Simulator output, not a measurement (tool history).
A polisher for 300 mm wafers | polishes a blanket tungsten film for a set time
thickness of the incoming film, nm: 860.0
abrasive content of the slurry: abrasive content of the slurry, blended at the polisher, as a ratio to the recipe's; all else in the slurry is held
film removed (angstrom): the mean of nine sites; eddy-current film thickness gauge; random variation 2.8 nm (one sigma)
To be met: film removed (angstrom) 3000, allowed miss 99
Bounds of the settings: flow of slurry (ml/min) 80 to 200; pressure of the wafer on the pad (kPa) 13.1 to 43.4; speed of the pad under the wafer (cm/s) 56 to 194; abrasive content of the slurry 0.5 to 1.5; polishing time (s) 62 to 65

run	hour	flow of slurry (ml/min)	pressure of the wafer on the pad (kPa)	speed of the pad under the wafer (cm/s)	abrasive content of the slurry	polishing time (s)	film removed (angstrom)
1	0	130	28.3	124	1	62	3604.9
2	7.1	130	28.3	124	1	62	3549.3
3	9.7	125	27.6	124	1	62	3486.8
4	13.4	125	24.8	124	1	62	3167.5
5	16.6	125	24.8	124	1	65	3274.8
6	18.3	125	17.9	124	1	65	2428.6
7	19.2	130	18.6	124	1	65	2511.4
8	20.3	130	19.3	124	1	65	2570.1
9	25.4	160	23.4	124	1	65	3250.7
10	32	155	23.4	124	1	65	3243
11	35.8	150	23.4	124	1	65	3211.4

4 next moves are on the table. One of them brings every result within its allowed miss. Which?
A	39.6	130	21.4	118	0.95	65	?
B	39.6	160	21.4	114	1.05	64	?
C	39.6	170	18.6	146	1.05	62	?
D	39.6	150	22.8	130	1.05	64	?

move	film removed (angstrom)
A	2695.3
B	2723.1
C	2965.8
D	3250.9
A: takes the result that was furthest off past its target
B: takes the result that was furthest off past its target
C: meets every target
D: further off than the last run
Answer: C
